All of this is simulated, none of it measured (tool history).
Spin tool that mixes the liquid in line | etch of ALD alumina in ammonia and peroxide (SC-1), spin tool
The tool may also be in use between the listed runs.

run	hour	temperature setpoint of the liquid (C)	parts of 29 % ammonia solution to one part of 30 % peroxide (parts by volume)	time under the liquid (s)	thickness taken off the ALD alumina on a monitor wafer (Å)
1	0.0	56.0	0.85	295	226.62
2	2.7	56.0	0.85	320	249.91
3	4.0	55.5	0.85	320	240.10
4	13.0	58.5	0.85	320	284.56
5	21.9	58.5	1.00	320	288.93
6	24.2	58.5	1.00	320	287.77
7	31.2	57.5	1.00	320	273.68

Run 8 has not been measured yet. What should we expect?
8	37.7	56.5	1.00	320	?

For run 8 the tool returned thickness taken off the ALD alumina on a monitor wafer (Å) 260.23.

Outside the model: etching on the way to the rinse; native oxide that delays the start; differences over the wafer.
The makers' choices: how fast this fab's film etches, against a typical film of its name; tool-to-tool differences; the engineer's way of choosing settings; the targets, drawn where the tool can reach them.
